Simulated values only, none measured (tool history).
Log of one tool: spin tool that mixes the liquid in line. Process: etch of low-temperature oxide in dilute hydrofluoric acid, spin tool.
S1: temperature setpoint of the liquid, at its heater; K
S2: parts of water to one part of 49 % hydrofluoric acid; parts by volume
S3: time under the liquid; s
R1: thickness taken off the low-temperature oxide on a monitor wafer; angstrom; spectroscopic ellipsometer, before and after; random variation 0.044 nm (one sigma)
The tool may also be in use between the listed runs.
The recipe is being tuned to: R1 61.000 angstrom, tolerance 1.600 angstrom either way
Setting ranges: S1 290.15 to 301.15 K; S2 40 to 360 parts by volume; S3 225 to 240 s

run 1 day=0.000 | S1=293.15 S2=200 S3=225 | R1=103.130
run 2 day=0.142 | S1=292.65 S2=210 S3=225 | R1=97.259
run 3 day=0.442 | S1=292.15 S2=220 S3=225 | R1=90.323
run 4 day=0.525 | S1=290.15 S2=220 S3=225 | R1=83.276
run 5 day=0.800 | S1=292.65 S2=220 S3=225 | R1=91.728
run 6 day=0.846 | S1=290.15 S2=220 S3=225 | R1=82.181
run 7 day=1.133 | S1=290.15 S2=230 S3=225 | R1=77.889
-- day=1.171 thermometer replaced
run 8 day=1.171 | S1=290.15 S2=235 S3=225 | R1=71.467
run 9 day=1.283 | S1=290.15 S2=240 S3=225 | R1=68.574
run 10 day=1.525 | S1=290.15 S2=250 S3=225 | R1=64.825
run 11 day=1.825 | S1=290.15 S2=255 S3=225 | R1=63.636

4 candidate next runs follow, results not yet known. Just one meets every target within its allowed miss. Identify it.
run A day=2.125 | S1=290.15 S2=280 S3=230 | R1=?
run B day=2.125 | S1=290.15 S2=280 S3=225 | R1=?
run C day=2.125 | S1=291.65 S2=275 S3=225 | R1=?
run D day=2.125 | S1=290.15 S2=295 S3=235 | R1=?

move=A R1=58.137
move=B R1=56.873
move=C R1=61.567
move=D R1=55.671
A: carries the result that was furthest off beyond its target, to the other side
B: carries the result that was furthest off beyond its target, to the other side
C: all results in spec
D: carries the result that was furthest off beyond its target, to the other side
Correct choice: C, which meets every target
